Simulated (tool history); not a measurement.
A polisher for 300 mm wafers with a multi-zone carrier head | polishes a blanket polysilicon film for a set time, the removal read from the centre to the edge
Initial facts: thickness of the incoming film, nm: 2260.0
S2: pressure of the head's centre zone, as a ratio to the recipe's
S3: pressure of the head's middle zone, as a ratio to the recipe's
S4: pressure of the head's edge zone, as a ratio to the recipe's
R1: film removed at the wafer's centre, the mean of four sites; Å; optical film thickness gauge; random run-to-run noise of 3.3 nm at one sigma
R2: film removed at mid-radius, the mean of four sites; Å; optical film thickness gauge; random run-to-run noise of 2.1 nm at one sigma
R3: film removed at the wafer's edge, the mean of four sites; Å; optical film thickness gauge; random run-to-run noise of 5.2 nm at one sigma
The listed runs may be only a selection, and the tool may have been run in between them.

Run 1, hour 0.0: flow of slurry (ml/min) 235, S2 1.00, S3 1.00, S4 1.00, polishing time (s) 48. Result: R1 4079.4 Å, R2 4132.9 Å, R3 4130.9 Å.
Run 2, hour 3.7: flow of slurry (ml/min) 235, S2 1.00, S3 0.94, S4 1.00, polishing time (s) 48. Result: R1 4059.3 Å, R2 3924.0 Å, R3 4023.5 Å.
Run 3, hour 6.3: flow of slurry (ml/min) 235, S2 1.00, S3 0.94, S4 1.00, polishing time (s) 59. Result: R1 4957.2 Å, R2 4875.4 Å, R3 5044.3 Å.
Run 4, hour 9.9: flow of slurry (ml/min) 235, S2 1.00, S3 0.94, S4 1.00, polishing time (s) 63. Result: R1 5458.1 Å, R2 5151.8 Å, R3 5420.0 Å.
Run 5, hour 18.1: flow of slurry (ml/min) 235, S2 1.00, S3 1.02, S4 1.00, polishing time (s) 63. Result: R1 5328.5 Å, R2 5468.4 Å, R3 5206.7 Å.
Run 6, hour 25.1: flow of slurry (ml/min) 195, S2 1.00, S3 1.02, S4 1.00, polishing time (s) 63. Result: R1 5167.8 Å, R2 5307.5 Å, R3 5181.4 Å.

Run 7 comes next. What will it give?
Run 7, hour 28.3: flow of slurry (ml/min) 190, S2 0.97, S3 1.01, S4 0.99, polishing time (s) 60. Result: R1 ?, R2 ?, R3 ?.

{"run 7": {"R1": 4720.4, "R2": 5030.4, "R3": 4934.6}}
